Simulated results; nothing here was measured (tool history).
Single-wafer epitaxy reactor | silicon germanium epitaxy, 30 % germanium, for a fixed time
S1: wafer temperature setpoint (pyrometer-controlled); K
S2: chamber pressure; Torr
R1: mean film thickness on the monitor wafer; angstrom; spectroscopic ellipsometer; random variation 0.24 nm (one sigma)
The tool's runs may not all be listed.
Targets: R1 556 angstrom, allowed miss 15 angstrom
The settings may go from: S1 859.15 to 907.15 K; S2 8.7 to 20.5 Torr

run    day      S1    S2      R1
  1      0  883.15  14.6  616.64
  2  0.071  881.15  14.6  596.17
  3  0.271  871.15  14.6  501.52
  4  0.558  873.15  14.6  518.05
  5  0.742  873.15  12.5  487.95
  6      1  875.15  12.6  508.31
  7  1.029  876.15  12.6  512.31
  8  1.233  877.15  12.6  521.78
  9  1.383  878.15  12.6  529.43

Which of these 4 next moves meets every target?
  A  1.533  877.15  12.2   ?
  B  1.533  884.15  12.9   ?
  C  1.533  874.15  10.5   ?
  D  1.533  878.15    14   ?

move      R1
   A  519.72
   B  602.51
   C  462.29
   D  560.44
A: further off than the last run
B: takes the result that was furthest off past its target
C: further off than the last run
D: meets every target
Move D is the one to make.
